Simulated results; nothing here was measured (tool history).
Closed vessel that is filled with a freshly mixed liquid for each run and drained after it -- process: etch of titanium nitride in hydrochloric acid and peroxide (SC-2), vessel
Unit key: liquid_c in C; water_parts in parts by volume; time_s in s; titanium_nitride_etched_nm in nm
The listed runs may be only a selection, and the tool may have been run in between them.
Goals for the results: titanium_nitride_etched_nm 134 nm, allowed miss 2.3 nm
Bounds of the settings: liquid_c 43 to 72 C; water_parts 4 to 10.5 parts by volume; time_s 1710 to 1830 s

| run | hour | liquid_c | water_parts | time_s | titanium_nitride_etched_nm |
|---|---|---|---|---|---|
| 1 | 0 | 59 | 5.5 | 1710 | 91.87 |
| 2 | 9.3 | 52.5 | 5.5 | 1710 | 60.579 |
| 3 | 17 | 56 | 5.5 | 1710 | 75.666 |
| 4 | 25.4 | 56 | 6.5 | 1710 | 66.963 |
| 5 | 31.9 | 58.5 | 6.5 | 1710 | 78.631 |
| 6 | 39.2 | 62.5 | 6.5 | 1710 | 101.09 |
| 7 | 40.6 | 64 | 6.5 | 1710 | 110.92 |
| 8 | 46 | 65 | 6.5 | 1710 | 116.83 |
| 9 | 53.2 | 65.5 | 6.5 | 1710 | 121.47 |
| 10 | 61.2 | 66 | 6.5 | 1710 | 124.61 |
| 11 | 67.7 | 66.5 | 6.5 | 1710 | 128.52 |

Which single option among these 5 for the next run brings every result within its allowed miss of target? Just one does.
| A | 74.2 | 69.5 | 7.5 | 1740 | ? |
| B | 74.2 | 67.5 | 7.5 | 1815 | ? |
| C | 74.2 | 68.5 | 7.5 | 1755 | ? |
| D | 74.2 | 64.5 | 6 | 1820 | ? |
| E | 74.2 | 67 | 7.5 | 1830 | ? |

| move | titanium_nitride_etched_nm |
|---|---|
| A | 139.87 |
| B | 129.49 |
| C | 132.93 |
| D | 128.59 |
| E | 126.7 |
A: the result that was furthest off in the last run now lies on the other side of its target
B: closes in on the targets versus the last run, not all within tolerance yet
C: meets every target
D: just as far off the targets as the last run
E: moves away from the targets compared with the last run
Correct choice: C, which meets every target

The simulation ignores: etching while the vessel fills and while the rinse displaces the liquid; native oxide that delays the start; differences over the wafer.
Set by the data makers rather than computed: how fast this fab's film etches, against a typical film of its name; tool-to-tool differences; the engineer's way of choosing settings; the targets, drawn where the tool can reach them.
